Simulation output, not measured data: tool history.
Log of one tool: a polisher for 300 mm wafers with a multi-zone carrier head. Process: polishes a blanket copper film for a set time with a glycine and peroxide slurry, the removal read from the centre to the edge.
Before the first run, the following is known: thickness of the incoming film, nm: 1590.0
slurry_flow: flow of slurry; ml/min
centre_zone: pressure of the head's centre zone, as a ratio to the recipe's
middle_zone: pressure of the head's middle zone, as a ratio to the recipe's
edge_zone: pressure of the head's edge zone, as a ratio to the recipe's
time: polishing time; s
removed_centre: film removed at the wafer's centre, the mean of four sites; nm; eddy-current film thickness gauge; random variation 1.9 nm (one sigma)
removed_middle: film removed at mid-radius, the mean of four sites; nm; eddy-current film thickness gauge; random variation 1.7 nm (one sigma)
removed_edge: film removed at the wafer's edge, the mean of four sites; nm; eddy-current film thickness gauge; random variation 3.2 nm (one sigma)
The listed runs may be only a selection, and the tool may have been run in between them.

run  hour  slurry_flow  centre_zone  middle_zone  edge_zone  time  removed_centre  removed_middle  removed_edge
  1     0          145            1            1          1    73          380.98          387.93        406.67
  2   5.9          160            1            1          1    73          389.42          393.19        425.69
  3  12.2          145            1         0.95       0.97    68          356.61          346.85         373.8
  4  13.1          145            1         0.95       0.97    83          433.65          422.89        451.28
  5    22          135            1         0.91       0.96    76          393.62          364.49        420.92
  6    26          135         1.03         0.91       0.96    76          404.83          363.04        416.36
  7  29.9          125         1.02         0.89       0.92    71          362.48          328.29        386.31

For run 8, what comes out?
     36.6  -- edge zone pressure recalibrated
  8  36.6          150         1.09          0.9       0.84    50               ?               ?             ?

{"run 8": {"removed_centre": 287, "removed_middle": 245.8, "removed_edge": 251.3}}
